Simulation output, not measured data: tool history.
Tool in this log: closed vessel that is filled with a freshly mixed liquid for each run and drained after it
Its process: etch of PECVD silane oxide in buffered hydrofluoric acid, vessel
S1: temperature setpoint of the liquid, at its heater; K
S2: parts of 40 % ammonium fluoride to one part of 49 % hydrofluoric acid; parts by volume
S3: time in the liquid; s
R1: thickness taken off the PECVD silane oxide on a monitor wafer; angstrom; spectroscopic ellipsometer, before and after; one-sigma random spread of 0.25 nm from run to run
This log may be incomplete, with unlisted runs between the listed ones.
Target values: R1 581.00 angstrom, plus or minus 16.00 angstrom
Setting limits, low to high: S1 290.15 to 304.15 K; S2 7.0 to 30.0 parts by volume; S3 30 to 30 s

run  hour      S1    S2  S3      R1
  1   0.0  296.15  20.0  30  285.68
  2   9.1  296.15  23.0  30  258.95
  3  15.1  298.15  23.0  30  288.95
  4  16.6  299.15  21.5  30  318.84
  5  24.8  301.15  21.5  30  355.10
     30.7  -- hydrofluoric acid flow meter replaced
  6  30.7  301.65  20.0  30  405.66
  7  33.8  302.15  19.0  30  437.33
  8  42.6  302.65  18.5  30  455.75
  9  51.6  304.15  14.0  30  654.01
 10  56.9  303.65  14.0  30  634.37
 11  59.5  303.15  14.0  30  624.66

Next run, 5 choices. One meets every target within its allowed miss, the rest don't. Which?
  A  62.1  297.65  11.0  30   ?
  B  62.1  304.15  14.5  30   ?
  C  62.1  298.15  10.5  30   ?
  D  62.1  304.15  14.0  30   ?
  E  62.1  300.65  12.0  30   ?

move      R1
   A  586.17
   B  632.65
   C  630.21
   D  654.76
   E  632.86
A: each result inside its tolerance
B: misses by more than the last run did
C: misses by more than the last run did
D: misses by more than the last run did
E: misses by more than the last run did
Go with A: it meets all targets.
